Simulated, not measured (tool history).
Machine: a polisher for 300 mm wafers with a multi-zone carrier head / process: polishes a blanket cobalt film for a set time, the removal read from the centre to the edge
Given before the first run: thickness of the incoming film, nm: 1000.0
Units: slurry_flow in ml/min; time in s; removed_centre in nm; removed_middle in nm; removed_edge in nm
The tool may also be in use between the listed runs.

run,day,slurry_flow,centre_zone,middle_zone,edge_zone,time,removed_centre,removed_middle,removed_edge
1,0,250,1,1,1,61,331.81,327.82,326.76
2,0.108,260,1.04,0.98,1.04,62,349.89,323.87,342.67
3,0.379,270,1.07,0.97,1.06,63,368.66,329.26,354.93
4,0.629,275,1.1,0.96,1.07,63,372.42,327.26,350.61
5,0.983,275,1.1,1.02,1.07,63,378.01,345.19,355.28
6,1.054,270,1.12,0.99,1.08,64,386.45,343.12,362.43

Estimate the outcome of run 7 from the log above:
7,1.092,275,1.14,0.96,1.09,64,?,?,?

Run 7 came out at removed_centre 389.79 nm, removed_middle 332.61 nm, removed_edge 365.49 nm.
